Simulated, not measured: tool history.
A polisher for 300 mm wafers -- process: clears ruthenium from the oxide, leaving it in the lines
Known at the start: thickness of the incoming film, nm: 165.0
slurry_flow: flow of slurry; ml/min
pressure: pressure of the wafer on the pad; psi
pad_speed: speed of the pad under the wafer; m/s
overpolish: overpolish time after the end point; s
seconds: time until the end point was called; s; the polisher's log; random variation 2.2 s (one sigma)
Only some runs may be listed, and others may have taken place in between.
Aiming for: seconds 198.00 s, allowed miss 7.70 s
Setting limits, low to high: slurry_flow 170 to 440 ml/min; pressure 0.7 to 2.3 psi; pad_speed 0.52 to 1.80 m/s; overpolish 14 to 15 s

run 1 hour=0.0 | slurry_flow=280 pressure=1.5 pad_speed=1.16 overpolish=14 | seconds=145.82
run 2 hour=5.0 | slurry_flow=280 pressure=1.5 pad_speed=1.16 overpolish=15 | seconds=146.61
run 3 hour=7.8 | slurry_flow=280 pressure=1.5 pad_speed=1.44 overpolish=15 | seconds=116.74
run 4 hour=9.8 | slurry_flow=350 pressure=1.5 pad_speed=1.44 overpolish=15 | seconds=116.26
run 5 hour=16.5 | slurry_flow=350 pressure=1.3 pad_speed=1.44 overpolish=15 | seconds=135.85
run 6 hour=21.1 | slurry_flow=350 pressure=1.2 pad_speed=1.44 overpolish=15 | seconds=142.21
run 7 hour=26.0 | slurry_flow=350 pressure=1.1 pad_speed=1.44 overpolish=15 | seconds=155.18
run 8 hour=29.9 | slurry_flow=350 pressure=1.0 pad_speed=1.44 overpolish=15 | seconds=173.61
run 9 hour=38.6 | slurry_flow=350 pressure=0.9 pad_speed=1.44 overpolish=15 | seconds=188.93
run 10 hour=45.3 | slurry_flow=350 pressure=0.8 pad_speed=1.44 overpolish=15 | seconds=213.68
run 11 hour=53.3 | slurry_flow=355 pressure=0.8 pad_speed=1.44 overpolish=15 | seconds=210.76
run 12 hour=57.0 | slurry_flow=360 pressure=0.9 pad_speed=1.44 overpolish=15 | seconds=189.03
run 13 hour=61.6 | slurry_flow=355 pressure=0.9 pad_speed=1.44 overpolish=15 | seconds=190.01
run 14 hour=65.9 | slurry_flow=355 pressure=0.9 pad_speed=1.44 overpolish=15 | seconds=189.33
run 15 hour=68.4 | slurry_flow=350 pressure=0.9 pad_speed=1.44 overpolish=15 | seconds=187.74
run 16 hour=75.6 | slurry_flow=350 pressure=0.8 pad_speed=1.44 overpolish=15 | seconds=208.22
run 17 hour=83.6 | slurry_flow=355 pressure=0.8 pad_speed=1.44 overpolish=15 | seconds=209.91
run 18 hour=86.4 | slurry_flow=360 pressure=0.8 pad_speed=1.44 overpolish=15 | seconds=211.69
run 19 hour=93.7 | slurry_flow=360 pressure=0.9 pad_speed=1.44 overpolish=15 | seconds=188.79
run 20 hour=94.8 | slurry_flow=355 pressure=0.9 pad_speed=1.44 overpolish=15 | seconds=189.98
run 21 hour=100.2 | slurry_flow=350 pressure=0.9 pad_speed=1.44 overpolish=15 | seconds=186.33
run 22 hour=102.7 | slurry_flow=350 pressure=0.8 pad_speed=1.44 overpolish=15 | seconds=212.10
run 23 hour=110.4 | slurry_flow=350 pressure=0.8 pad_speed=1.44 overpolish=15 | seconds=212.84
run 24 hour=112.5 | slurry_flow=360 pressure=0.8 pad_speed=1.44 overpolish=15 | seconds=211.19
run 25 hour=118.3 | slurry_flow=360 pressure=0.9 pad_speed=1.44 overpolish=15 | seconds=188.50
run 26 hour=124.1 | slurry_flow=360 pressure=0.9 pad_speed=1.44 overpolish=15 | seconds=187.13
run 27 hour=127.6 | slurry_flow=355 pressure=0.9 pad_speed=1.44 overpolish=15 | seconds=189.19
run 28 hour=130.8 | slurry_flow=350 pressure=0.9 pad_speed=1.44 overpolish=15 | seconds=189.74

Which single option among these 5 for the next run brings every result within its allowed miss of target? Just one does.
run A hour=134.0 | slurry_flow=340 pressure=0.9 pad_speed=1.54 overpolish=14 | seconds=?
run B hour=134.0 | slurry_flow=350 pressure=1.0 pad_speed=1.34 overpolish=15 | seconds=?
run C hour=134.0 | slurry_flow=365 pressure=0.9 pad_speed=1.34 overpolish=15 | seconds=?
run D hour=134.0 | slurry_flow=305 pressure=0.9 pad_speed=1.26 overpolish=15 | seconds=?
run E hour=134.0 | slurry_flow=315 pressure=0.9 pad_speed=1.54 overpolish=15 | seconds=?

move=A seconds=174.24
move=B seconds=180.06
move=C seconds=198.42
move=D seconds=213.97
move=E seconds=175.42
A: further off than the last run
B: further off than the last run
C: every result lands within tolerance
D: moves the result that the last run missed by most past its target, out the other side
E: further off than the last run
So the answer is move C, the one that meets all the targets.
